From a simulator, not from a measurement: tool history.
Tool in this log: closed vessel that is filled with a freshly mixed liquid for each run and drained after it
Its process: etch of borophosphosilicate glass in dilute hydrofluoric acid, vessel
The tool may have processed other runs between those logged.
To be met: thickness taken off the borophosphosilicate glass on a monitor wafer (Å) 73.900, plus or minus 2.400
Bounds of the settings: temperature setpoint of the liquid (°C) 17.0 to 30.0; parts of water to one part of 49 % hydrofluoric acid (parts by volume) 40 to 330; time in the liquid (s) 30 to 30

run	day	temperature setpoint of the liquid (°C)	parts of water to one part of 49 % hydrofluoric acid (parts by volume)	time in the liquid (s)	thickness taken off the borophosphosilicate glass on a monitor wafer (Å)
1	0.000	22.0	185	30	38.491
2	0.150	19.5	185	30	34.795
3	0.196	20.5	180	30	37.603
4	0.488	22.5	180	30	40.317
# day 0.792: thermometer replaced
5	0.792	22.5	210	30	35.997
6	0.938	22.5	210	30	35.884
7	1.029	23.5	200	30	39.913
8	1.238	24.0	195	30	41.391
9	1.517	24.5	190	30	44.162
10	1.604	25.0	185	30	45.746
11	1.842	25.5	180	30	48.331
12	2.133	26.0	175	30	51.586
13	2.217	26.5	170	30	54.251
14	2.396	27.0	165	30	56.723
15	2.608	27.5	160	30	59.713
16	2.783	28.0	160	30	61.323
17	2.833	29.0	150	30	68.850
18	3.217	29.5	150	30	69.606
19	3.258	29.5	150	30	68.986

Pick the move, out of 5, that brings all results within their allowed miss; only one does.
A	3.300	27.0	145	30	?
B	3.300	30.0	160	30	?
C	3.300	30.0	165	30	?
D	3.300	30.0	140	30	?
E	3.300	30.0	145	30	?

move	thickness taken off the borophosphosilicate glass on a monitor wafer (Å)
A	66.178
B	65.646
C	63.248
D	77.017
E	73.870
A: lands further from the targets than the last run did
B: lands further from the targets than the last run did
C: lands further from the targets than the last run did
D: pushes the last run's worst result past its target
E: in spec on every target
Correct choice: E, which meets every target
